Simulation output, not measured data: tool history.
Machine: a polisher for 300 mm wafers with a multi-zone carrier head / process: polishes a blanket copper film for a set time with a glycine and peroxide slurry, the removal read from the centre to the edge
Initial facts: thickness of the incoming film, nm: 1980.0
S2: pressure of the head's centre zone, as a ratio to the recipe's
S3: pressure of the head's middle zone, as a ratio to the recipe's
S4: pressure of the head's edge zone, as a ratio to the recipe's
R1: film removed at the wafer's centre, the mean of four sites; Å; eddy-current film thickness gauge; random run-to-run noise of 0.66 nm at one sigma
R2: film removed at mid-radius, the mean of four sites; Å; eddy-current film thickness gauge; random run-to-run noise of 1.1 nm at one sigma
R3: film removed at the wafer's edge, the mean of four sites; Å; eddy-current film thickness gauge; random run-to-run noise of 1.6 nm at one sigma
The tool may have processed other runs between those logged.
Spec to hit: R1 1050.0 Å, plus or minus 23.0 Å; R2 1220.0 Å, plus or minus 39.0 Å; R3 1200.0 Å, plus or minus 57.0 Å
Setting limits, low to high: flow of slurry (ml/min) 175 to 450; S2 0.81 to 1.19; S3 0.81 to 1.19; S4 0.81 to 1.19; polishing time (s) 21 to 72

Run 1, hour 0.0: flow of slurry (ml/min) 290, S2 1.00, S3 1.00, S4 1.00, polishing time (s) 46. Result: R1 1719.1 Å, R2 1787.3 Å, R3 1738.4 Å.
Run 2, hour 5.6: flow of slurry (ml/min) 280, S2 0.95, S3 0.98, S4 0.96, polishing time (s) 42. Result: R1 1508.7 Å, R2 1610.2 Å, R3 1547.1 Å.
Run 3, hour 12.1: flow of slurry (ml/min) 280, S2 0.95, S3 0.98, S4 0.92, polishing time (s) 42. Result: R1 1493.5 Å, R2 1583.3 Å, R3 1550.9 Å.
Run 4, hour 15.4: flow of slurry (ml/min) 270, S2 0.92, S3 0.97, S4 0.91, polishing time (s) 39. Result: R1 1326.7 Å, R2 1458.3 Å, R3 1435.4 Å.
Run 5, hour 23.0: flow of slurry (ml/min) 270, S2 0.99, S3 0.97, S4 0.91, polishing time (s) 39. Result: R1 1442.8 Å, R2 1434.8 Å, R3 1417.5 Å.
Run 6, hour 27.0: flow of slurry (ml/min) 315, S2 0.99, S3 0.97, S4 0.91, polishing time (s) 39. Result: R1 1459.4 Å, R2 1454.1 Å, R3 1441.0 Å.
Run 7, hour 28.3: flow of slurry (ml/min) 270, S2 0.89, S3 0.92, S4 0.82, polishing time (s) 32. Result: R1 1068.8 Å, R2 1136.6 Å, R3 1132.6 Å.
Run 8, hour 34.3: flow of slurry (ml/min) 270, S2 0.88, S3 0.93, S4 0.84, polishing time (s) 32. Result: R1 1048.6 Å, R2 1161.1 Å, R3 1116.9 Å.
Run 9, hour 35.7: flow of slurry (ml/min) 265, S2 0.88, S3 0.93, S4 0.88, polishing time (s) 32. Result: R1 1055.8 Å, R2 1143.0 Å, R3 1159.6 Å.
Run 10, hour 37.6: flow of slurry (ml/min) 285, S2 0.85, S3 1.00, S4 0.91, polishing time (s) 33. Result: R1 1057.6 Å, R2 1281.3 Å, R3 1249.3 Å.

Next run, 5 choices. One meets every target within its allowed miss, the rest don't. Which?
Run A, hour 39.5: flow of slurry (ml/min) 300, S2 0.83, S3 1.10, S4 0.83, polishing time (s) 33. Result: R1 ?, R2 ?, R3 ?.
Run B, hour 39.5: flow of slurry (ml/min) 280, S2 0.87, S3 0.99, S4 0.94, polishing time (s) 32. Result: R1 ?, R2 ?, R3 ?.
Run C, hour 39.5: flow of slurry (ml/min) 255, S2 0.84, S3 1.11, S4 0.85, polishing time (s) 34. Result: R1 ?, R2 ?, R3 ?.
Run D, hour 39.5: flow of slurry (ml/min) 300, S2 0.82, S3 0.93, S4 1.02, polishing time (s) 34. Result: R1 ?, R2 ?, R3 ?.
Run E, hour 39.5: flow of slurry (ml/min) 175, S2 0.90, S3 1.19, S4 0.84, polishing time (s) 32. Result: R1 ?, R2 ?, R3 ?.

move      R1      R2      R3
   A  1037.0  1369.2  1177.9
   B  1047.9  1207.6  1191.3
   C  1067.2  1404.8  1212.4
   D  1054.1  1223.8  1311.7
   E  1041.7  1361.6  1109.7
A: the biggest miss grows against the last run
B: each result inside its tolerance
C: the biggest miss grows against the last run
D: puts the biggest miss on target and leaves a different result outside tolerance
E: the biggest miss grows against the last run
The right move is B.
